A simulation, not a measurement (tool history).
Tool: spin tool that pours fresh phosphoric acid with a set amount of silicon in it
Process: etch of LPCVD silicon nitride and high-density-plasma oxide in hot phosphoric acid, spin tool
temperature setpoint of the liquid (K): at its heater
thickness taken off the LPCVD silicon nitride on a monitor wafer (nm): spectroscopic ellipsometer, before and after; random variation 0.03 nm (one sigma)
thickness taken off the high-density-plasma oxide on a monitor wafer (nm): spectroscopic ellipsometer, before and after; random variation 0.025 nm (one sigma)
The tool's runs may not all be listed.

run,day,temperature setpoint of the liquid (K),silicon dissolved in the acid as it is poured (mg a litre),time under the liquid (s),thickness taken off the LPCVD silicon nitride on a monitor wafer (nm),thickness taken off the high-density-plasma oxide on a monitor wafer (nm)
1,0.000,434.15,19.0,85,8.8200,0.142580
2,0.088,433.15,17.0,75,7.3658,0.183260
3,0.204,433.15,17.0,110,10.9900,0.157710
4,0.538,431.15,17.0,110,10.2600,0.110170
5,0.583,432.65,17.0,110,10.7990,0.191370
6,0.700,432.15,15.5,95,9.1594,0.144980
7,0.758,432.15,15.5,95,9.1879,0.139050
8,0.946,429.65,6.0,55,4.9081,0.060102
9,1.300,429.65,4.5,55,4.8444,0.096589
10,1.521,429.65,3.5,55,4.9171,0.087210
11,1.825,429.65,3.0,55,4.8859,0.104630
12,1.858,429.65,3.5,55,4.8826,0.131500
13,2.000,429.65,4.0,55,4.8946,0.097143
14,2.083,429.65,4.0,50,4.4360,0.036299
15,2.346,430.15,3.0,50,4.5167,0.063219
16,2.688,429.65,3.5,50,4.4999,0.073764
17,3.046,430.15,3.5,50,4.4948,0.063537

Run 18 comes next. What will it give?
18,3.421,429.65,3.0,55,?,?

{"run 18": {"thickness taken off the LPCVD silicon nitride on a monitor wafer (nm)": 4.8665, "thickness taken off the high-density-plasma oxide on a monitor wafer (nm)": 0.097076}}

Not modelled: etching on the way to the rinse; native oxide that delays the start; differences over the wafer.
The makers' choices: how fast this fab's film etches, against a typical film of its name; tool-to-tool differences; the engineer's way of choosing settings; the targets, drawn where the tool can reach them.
